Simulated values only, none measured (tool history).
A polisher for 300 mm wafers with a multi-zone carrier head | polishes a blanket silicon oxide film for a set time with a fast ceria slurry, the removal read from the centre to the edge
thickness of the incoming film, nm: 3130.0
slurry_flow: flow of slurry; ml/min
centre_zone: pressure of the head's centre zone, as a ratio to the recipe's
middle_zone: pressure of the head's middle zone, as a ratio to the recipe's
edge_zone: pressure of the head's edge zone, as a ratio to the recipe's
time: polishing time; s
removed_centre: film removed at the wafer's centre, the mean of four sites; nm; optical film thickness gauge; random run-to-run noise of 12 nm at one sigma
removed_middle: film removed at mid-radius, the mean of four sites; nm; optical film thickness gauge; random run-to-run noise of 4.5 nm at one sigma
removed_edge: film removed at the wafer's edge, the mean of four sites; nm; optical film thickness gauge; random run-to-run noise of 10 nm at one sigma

{"run": 1, "hour": 0.0, "slurry_flow": 255, "centre_zone": 1, "middle_zone": 1, "edge_zone": 1, "time": 43, "removed_centre": 550.62, "removed_middle": 547.49, "removed_edge": 558.65}
{"run": 2, "hour": 7.0, "slurry_flow": 260, "centre_zone": 1.05, "middle_zone": 0.97, "edge_zone": 1.05, "time": 46, "removed_centre": 617.29, "removed_middle": 566.27, "removed_edge": 609.44}
{"run": 3, "hour": 8.1, "slurry_flow": 260, "centre_zone": 1.05, "middle_zone": 0.97, "edge_zone": 1.05, "time": 50, "removed_centre": 676.43, "removed_middle": 621.25, "removed_edge": 665.33}
{"run": 4, "hour": 16.3, "slurry_flow": 265, "centre_zone": 1.08, "middle_zone": 0.94, "edge_zone": 1.09, "time": 51, "removed_centre": 695.31, "removed_middle": 605.33, "removed_edge": 671.48}
{"run": 5, "hour": 18.1, "slurry_flow": 265, "centre_zone": 1.1, "middle_zone": 0.91, "edge_zone": 1.12, "time": 53, "removed_centre": 743.07, "removed_middle": 621.47, "removed_edge": 719.12}
{"run": 6, "hour": 19.1, "slurry_flow": 265, "centre_zone": 1.1, "middle_zone": 0.91, "edge_zone": 1.12, "time": 49, "removed_centre": 709.75, "removed_middle": 573.12, "removed_edge": 653.99}

Predict the results of run 7:
{"run": 7, "hour": 26.9, "slurry_flow": 265, "centre_zone": 1.1, "middle_zone": 0.91, "edge_zone": 1.12, "time": 49, "removed_centre": "?", "removed_middle": "?", "removed_edge": "?"}

removed_centre: 694.25 nm
removed_middle: 570.98 nm
removed_edge: 668.05 nm
